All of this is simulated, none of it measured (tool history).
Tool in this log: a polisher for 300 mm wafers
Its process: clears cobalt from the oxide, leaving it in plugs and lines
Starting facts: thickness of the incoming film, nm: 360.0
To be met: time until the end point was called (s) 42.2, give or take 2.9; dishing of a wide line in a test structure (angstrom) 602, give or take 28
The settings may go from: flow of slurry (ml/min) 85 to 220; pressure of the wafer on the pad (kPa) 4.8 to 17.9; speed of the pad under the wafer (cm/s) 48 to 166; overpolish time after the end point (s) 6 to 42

| run | hour | flow of slurry (ml/min) | pressure of the wafer on the pad (kPa) | speed of the pad under the wafer (cm/s) | overpolish time after the end point (s) | time until the end point was called (s) | dishing of a wide line in a test structure (angstrom) |
|---|---|---|---|---|---|---|---|
| 1 | 0 | 140 | 11 | 106 | 21 | 73.921 | 471.31 |
| 2 | 6.8 | 140 | 9.7 | 106 | 21 | 84.399 | 434.39 |
| 3 | 11.9 | 140 | 10.3 | 106 | 21 | 78.754 | 458.77 |
| 4 | 15.8 | 140 | 10.3 | 106 | 17 | 77.929 | 406.12 |
| 5 | 24.3 | 140 | 10.3 | 132 | 17 | 64.314 | 448.66 |
| 6 | 29.1 | 175 | 10.3 | 132 | 17 | 58.862 | 462.03 |
| 7 | 33.6 | 175 | 11 | 132 | 18 | 58.147 | 488.92 |
| 8 | 40.8 | 175 | 11.7 | 132 | 18 | 53.441 | 497 |
| 9 | 48.5 | 175 | 13.1 | 134 | 20 | 48.525 | 527.61 |
| 10 | 54.8 | 175 | 13.1 | 134 | 21 | 46.29 | 541.85 |
| 11 | 59.6 | 175 | 13.8 | 136 | 23 | 42.982 | 565.6 |

Exercise: of the 5 proposed moves below, exactly one satisfies all targets within the stated allowed misses. Which move is it?
| A | 64.4 | 175 | 13.8 | 126 | 19 | ? | ? |
| B | 64.4 | 185 | 15.2 | 144 | 14 | ? | ? |
| C | 64.4 | 180 | 11.7 | 144 | 31 | ? | ? |
| D | 64.4 | 160 | 13.1 | 152 | 27 | ? | ? |
| E | 64.4 | 155 | 17.2 | 124 | 15 | ? | ? |

| move | time until the end point was called (s) | dishing of a wide line in a test structure (angstrom) |
|---|---|---|
| A | 48.048 | 533.1 |
| B | 38.098 | 519.22 |
| C | 49.191 | 593.68 |
| D | 42.688 | 593.02 |
| E | 40.049 | 522.74 |
A: further off than the last run
B: further off than the last run
C: the furthest-off result lands on target, but another misses its tolerance
D: hits every target within its allowed miss
E: further off than the last run
So the answer is move D, the one that meets all the targets.

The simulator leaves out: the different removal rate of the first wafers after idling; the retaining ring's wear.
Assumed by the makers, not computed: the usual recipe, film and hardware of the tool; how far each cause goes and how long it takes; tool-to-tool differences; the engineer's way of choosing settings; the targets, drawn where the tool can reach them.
